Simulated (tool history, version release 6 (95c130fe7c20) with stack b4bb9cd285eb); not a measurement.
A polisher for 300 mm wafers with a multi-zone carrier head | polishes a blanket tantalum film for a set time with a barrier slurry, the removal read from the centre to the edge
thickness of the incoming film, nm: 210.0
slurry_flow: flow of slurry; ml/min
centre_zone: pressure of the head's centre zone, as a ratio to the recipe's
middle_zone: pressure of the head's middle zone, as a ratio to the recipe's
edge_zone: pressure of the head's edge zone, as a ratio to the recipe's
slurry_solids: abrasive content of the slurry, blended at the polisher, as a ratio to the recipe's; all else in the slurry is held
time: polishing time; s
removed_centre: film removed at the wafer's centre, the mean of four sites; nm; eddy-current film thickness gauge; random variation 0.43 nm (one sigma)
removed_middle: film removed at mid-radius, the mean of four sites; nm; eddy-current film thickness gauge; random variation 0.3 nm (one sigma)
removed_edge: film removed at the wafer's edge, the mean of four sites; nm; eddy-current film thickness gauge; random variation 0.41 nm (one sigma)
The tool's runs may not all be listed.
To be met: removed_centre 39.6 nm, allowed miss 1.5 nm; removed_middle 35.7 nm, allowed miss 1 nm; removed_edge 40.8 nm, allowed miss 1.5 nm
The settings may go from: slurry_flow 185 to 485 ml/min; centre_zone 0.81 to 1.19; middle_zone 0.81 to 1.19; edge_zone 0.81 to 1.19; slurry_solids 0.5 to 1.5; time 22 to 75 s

{"run": 1, "day": 0.0, "slurry_flow": 310, "centre_zone": 1, "middle_zone": 1, "edge_zone": 1, "slurry_solids": 1, "time": 48, "removed_centre": 65.659, "removed_middle": 63.532, "removed_edge": 64.765}
{"run": 2, "day": 0.346, "slurry_flow": 305, "centre_zone": 0.99, "middle_zone": 0.97, "edge_zone": 0.99, "slurry_solids": 0.9, "time": 46, "removed_centre": 60.769, "removed_middle": 57.746, "removed_edge": 60.552}
{"run": 3, "day": 0.708, "slurry_flow": 305, "centre_zone": 0.99, "middle_zone": 0.97, "edge_zone": 0.99, "slurry_solids": 0.9, "time": 38, "removed_centre": 49.627, "removed_middle": 46.906, "removed_edge": 50.922}
{"run": 4, "day": 0.796, "slurry_flow": 305, "centre_zone": 0.99, "middle_zone": 1.01, "edge_zone": 0.99, "slurry_solids": 0.9, "time": 38, "removed_centre": 50.453, "removed_middle": 48.414, "removed_edge": 50.247}
{"run": 5, "day": 1.088, "slurry_flow": 305, "centre_zone": 0.99, "middle_zone": 1.01, "edge_zone": 0.99, "slurry_solids": 0.9, "time": 33, "removed_centre": 42.306, "removed_middle": 42.484, "removed_edge": 42.647}
{"run": 6, "day": 1.154, "slurry_flow": 305, "centre_zone": 0.99, "middle_zone": 1.01, "edge_zone": 0.99, "slurry_solids": 1.05, "time": 33, "removed_centre": 44.845, "removed_middle": 44.045, "removed_edge": 44.669}
{"run": 7, "day": 1.338, "slurry_flow": 300, "centre_zone": 0.99, "middle_zone": 0.99, "edge_zone": 0.97, "slurry_solids": 1, "time": 33, "removed_centre": 44.349, "removed_middle": 42.846, "removed_edge": 44.235}
{"run": 8, "day": 1.633, "slurry_flow": 295, "centre_zone": 0.99, "middle_zone": 0.97, "edge_zone": 0.96, "slurry_solids": 0.95, "time": 33, "removed_centre": 43.322, "removed_middle": 42.127, "removed_edge": 43.581}
{"run": 9, "day": 1.879, "slurry_flow": 295, "centre_zone": 0.99, "middle_zone": 0.95, "edge_zone": 0.95, "slurry_solids": 0.9, "time": 33, "removed_centre": 43.022, "removed_middle": 40.156, "removed_edge": 42.165}
{"run": 10, "day": 1.938, "slurry_flow": 290, "centre_zone": 0.98, "middle_zone": 0.93, "edge_zone": 0.95, "slurry_solids": 0.9, "time": 33, "removed_centre": 43.174, "removed_middle": 39.808, "removed_edge": 41.672}
{"run": 11, "day": 2.042, "slurry_flow": 285, "centre_zone": 0.97, "middle_zone": 0.91, "edge_zone": 0.96, "slurry_solids": 0.9, "time": 33, "removed_centre": 42.38, "removed_middle": 38.772, "removed_edge": 42.691}
{"run": 12, "day": 2.15, "slurry_flow": 280, "centre_zone": 0.96, "middle_zone": 0.9, "edge_zone": 0.95, "slurry_solids": 0.9, "time": 33, "removed_centre": 41.88, "removed_middle": 38.065, "removed_edge": 42.397}

5 next moves are on the table. One of them brings every result within its allowed miss. Which?
{"run": "A", "day": 2.258, "slurry_flow": 260, "centre_zone": 0.87, "middle_zone": 0.9, "edge_zone": 1.01, "slurry_solids": 0.9, "time": 31, "removed_centre": "?", "removed_middle": "?", "removed_edge": "?"}
{"run": "B", "day": 2.258, "slurry_flow": 250, "centre_zone": 0.9, "middle_zone": 0.81, "edge_zone": 1.04, "slurry_solids": 0.9, "time": 34, "removed_centre": "?", "removed_middle": "?", "removed_edge": "?"}
{"run": "C", "day": 2.258, "slurry_flow": 255, "centre_zone": 0.98, "middle_zone": 0.91, "edge_zone": 0.98, "slurry_solids": 0.9, "time": 36, "removed_centre": "?", "removed_middle": "?", "removed_edge": "?"}
{"run": "D", "day": 2.258, "slurry_flow": 225, "centre_zone": 0.93, "middle_zone": 0.82, "edge_zone": 0.88, "slurry_solids": 1, "time": 33, "removed_centre": "?", "removed_middle": "?", "removed_edge": "?"}
{"run": "E", "day": 2.258, "slurry_flow": 300, "centre_zone": 1.02, "middle_zone": 0.82, "edge_zone": 0.89, "slurry_solids": 0.85, "time": 36, "removed_centre": "?", "removed_middle": "?", "removed_edge": "?"}

move=A removed_centre=34.879 removed_middle=35.608 removed_edge=40.257
move=B removed_centre=39.342 removed_middle=35.634 removed_edge=44.68
move=C removed_centre=45.529 removed_middle=41.612 removed_edge=45.987
move=D removed_centre=39.929 removed_middle=35.404 removed_edge=40.748
move=E removed_centre=47.595 removed_middle=38.296 removed_edge=43.949
A: brings the result that was furthest off to its target, and leaves another outside
B: brings the result that was furthest off to its target, and leaves another outside
C: further off than the last run
D: meets every target
E: further off than the last run
Answer: D
